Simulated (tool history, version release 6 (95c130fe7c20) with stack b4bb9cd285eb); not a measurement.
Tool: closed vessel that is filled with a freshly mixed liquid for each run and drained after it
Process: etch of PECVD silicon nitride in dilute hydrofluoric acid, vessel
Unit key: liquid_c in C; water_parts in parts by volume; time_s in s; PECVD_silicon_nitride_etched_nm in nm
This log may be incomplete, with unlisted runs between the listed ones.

| run | hour | liquid_c | water_parts | time_s | PECVD_silicon_nitride_etched_nm |
|---|---|---|---|---|---|
| 1 | 0.0 | 23.0 | 60 | 365 | 23.758 |
| 2 | 3.9 | 21.5 | 65 | 365 | 19.794 |
| 3 | 7.7 | 21.5 | 85 | 365 | 15.279 |
| 4 | 11.0 | 21.5 | 65 | 365 | 20.001 |
| 5 | 14.4 | 25.0 | 65 | 365 | 25.134 |
| 6 | 20.3 | 25.0 | 45 | 365 | 36.093 |
| 7 | 26.2 | 23.0 | 55 | 365 | 26.075 |
|  | 34.7 | hydrofluoric acid flow meter replaced |
| 8 | 34.7 | 21.5 | 60 | 365 | 19.948 |
| 9 | 39.5 | 20.5 | 60 | 365 | 18.681 |
| 10 | 43.3 | 19.5 | 60 | 365 | 17.477 |
| 11 | 51.2 | 19.0 | 60 | 365 | 16.916 |
| 12 | 54.3 | 18.5 | 60 | 365 | 16.321 |
| 13 | 62.5 | 18.0 | 65 | 365 | 14.430 |

Forecast run 14:
| 14 | 69.4 | 17.5 | 65 | 365 | ? |

{"run 14": {"PECVD_silicon_nitride_etched_nm": 14.069}}
